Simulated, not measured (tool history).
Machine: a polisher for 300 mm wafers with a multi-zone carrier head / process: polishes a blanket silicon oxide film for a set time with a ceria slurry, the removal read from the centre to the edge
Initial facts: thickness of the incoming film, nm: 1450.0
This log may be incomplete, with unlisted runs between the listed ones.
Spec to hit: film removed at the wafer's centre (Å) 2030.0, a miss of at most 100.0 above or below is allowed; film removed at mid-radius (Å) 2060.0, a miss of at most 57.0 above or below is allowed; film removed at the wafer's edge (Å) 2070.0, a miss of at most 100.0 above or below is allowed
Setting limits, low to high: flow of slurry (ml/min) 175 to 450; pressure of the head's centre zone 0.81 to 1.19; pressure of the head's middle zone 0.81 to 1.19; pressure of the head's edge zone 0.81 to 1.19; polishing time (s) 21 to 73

run	hour	flow of slurry (ml/min)	pressure of the head's centre zone	pressure of the head's middle zone	pressure of the head's edge zone	polishing time (s)	film removed at the wafer's centre (Å)	film removed at mid-radius (Å)	film removed at the wafer's edge (Å)
1	0.0	290	1.00	1.00	1.00	47	2688.1	2602.6	2646.5
2	6.3	355	1.00	1.00	1.00	47	2684.1	2703.8	2707.0
3	11.9	355	0.96	1.00	1.00	47	2548.7	2672.2	2741.4
4	20.6	345	0.95	0.98	0.95	44	2383.5	2517.3	2462.9
5	27.8	345	0.95	0.98	0.95	49	2724.1	2786.0	2782.7
6	35.3	345	1.00	0.98	0.95	49	2724.3	2778.2	2728.7
7	38.2	350	0.98	0.94	0.92	45	2518.8	2465.3	2443.2
8	41.0	355	0.94	0.92	0.90	43	2292.3	2372.9	2302.6
9	49.9	345	0.92	0.88	0.89	42	2188.6	2227.1	2289.8
10	58.4	340	0.92	0.87	0.87	41	2125.1	2173.8	2159.1
11	59.6	330	0.91	0.86	0.86	41	2138.7	2129.0	2200.3

Pick the move, out of 4, that brings all results within their allowed miss; only one does.
A	60.8	350	0.92	0.88	0.88	39	?	?	?
B	60.8	220	0.89	0.81	1.04	42	?	?	?
C	60.8	325	0.83	0.81	0.91	42	?	?	?
D	60.8	450	0.99	0.98	0.81	38	?	?	?

move	film removed at the wafer's centre (Å)	film removed at mid-radius (Å)	film removed at the wafer's edge (Å)
A	2068.6	2071.8	2055.7
B	2044.5	2026.2	2311.0
C	2004.0	2114.0	2238.6
D	2208.1	2193.3	1956.4
A: every result within its allowed miss
B: misses by more than the last run did
C: misses by more than the last run did
D: takes the result that was furthest off past its target
Correct choice: A, which meets every target
